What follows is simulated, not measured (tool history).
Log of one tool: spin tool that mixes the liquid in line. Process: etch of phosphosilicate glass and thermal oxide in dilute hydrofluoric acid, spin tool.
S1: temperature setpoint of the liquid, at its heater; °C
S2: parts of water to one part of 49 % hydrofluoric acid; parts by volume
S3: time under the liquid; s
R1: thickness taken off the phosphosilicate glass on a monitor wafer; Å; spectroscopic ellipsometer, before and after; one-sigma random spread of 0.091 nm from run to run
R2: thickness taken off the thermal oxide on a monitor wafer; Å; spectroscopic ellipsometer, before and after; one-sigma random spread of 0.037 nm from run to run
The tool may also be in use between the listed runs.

Run 1, hour 0.0: S1 25.0 °C, S2 185 parts by volume, S3 40 s. Result: R1 152.190 Å, R2 8.7876 Å.
Run 2, hour 1.0: S1 25.5 °C, S2 185 parts by volume, S3 40 s. Result: R1 154.080 Å, R2 9.8470 Å.
Run 3, hour 7.0: S1 25.5 °C, S2 155 parts by volume, S3 40 s. Result: R1 192.110 Å, R2 11.8690 Å.
Run 4, hour 11.3: S1 25.5 °C, S2 155 parts by volume, S3 20 s. Result: R1 95.066 Å, R2 5.2688 Å.
Run 5, hour 19.2: S1 29.0 °C, S2 155 parts by volume, S3 20 s. Result: R1 108.220 Å, R2 6.2862 Å.
Run 6, hour 20.8: S1 31.0 °C, S2 155 parts by volume, S3 20 s. Result: R1 117.010 Å, R2 6.9823 Å.
Run 7, hour 27.3: S1 31.0 °C, S2 150 parts by volume, S3 20 s. Result: R1 120.920 Å, R2 6.8418 Å.
Run 8, hour 32.2: S1 31.0 °C, S2 145 parts by volume, S3 20 s. Result: R1 125.710 Å, R2 7.3345 Å.
Run 9, hour 33.6: S1 31.0 °C, S2 140 parts by volume, S3 20 s. Result: R1 130.860 Å, R2 7.4930 Å.
Run 10, hour 37.3: S1 31.5 °C, S2 135 parts by volume, S3 20 s. Result: R1 139.980 Å, R2 8.3010 Å.
Run 11, hour 39.7: S1 31.5 °C, S2 130 parts by volume, S3 20 s. Result: R1 145.690 Å, R2 8.3503 Å.
Run 12, hour 48.6: S1 32.5 °C, S2 120 parts by volume, S3 20 s. Result: R1 167.010 Å, R2 10.0640 Å.

What does the tool deliver on the next run?
Run 13, hour 51.1: S1 32.5 °C, S2 120 parts by volume, S3 20 s. Result: R1 ?, R2 ?.

Run 13 gave R1 166.480 Å, R2 9.4490 Å.
